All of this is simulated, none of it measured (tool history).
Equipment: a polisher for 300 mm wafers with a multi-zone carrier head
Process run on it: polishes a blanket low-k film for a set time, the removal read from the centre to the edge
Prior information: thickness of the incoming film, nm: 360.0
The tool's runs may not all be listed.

run,hour,flow of slurry (ml/min),pressure of the head's centre zone,pressure of the head's middle zone,pressure of the head's edge zone,abrasive content of the slurry,polishing time (s),film removed at the wafer's centre (angstrom),film removed at mid-radius (angstrom),film removed at the wafer's edge (angstrom)
1,0,130,1,1,1,1,74,170.69,173.97,180.11
2,0.6,130,0.94,1,1,1,74,160.32,173.57,185.69
3,5.8,145,0.99,1.02,1.03,1.05,74,177.99,193.49,193.82
4,7.1,145,0.94,1.02,1.03,1.05,74,173.65,189.28,199.98
5,14.3,160,0.99,1.01,1.04,1.05,74,187.32,188.81,196.02
6,17.8,160,0.99,1.05,1.04,1.05,74,184.5,201.13,202.38
7,20.1,170,1.02,1.05,1.05,1.05,74,195.57,204.3,203.85
8,26.3,180,1.04,1.05,1.05,1.05,74,200.09,204.85,207

Predict the results of run 9:
9,32.4,185,1.07,1.06,1.05,1.05,74,?,?,?

Run 9 gave film removed at the wafer's centre (angstrom) 206.64, film removed at mid-radius (angstrom) 209, film removed at the wafer's edge (angstrom) 202.07.
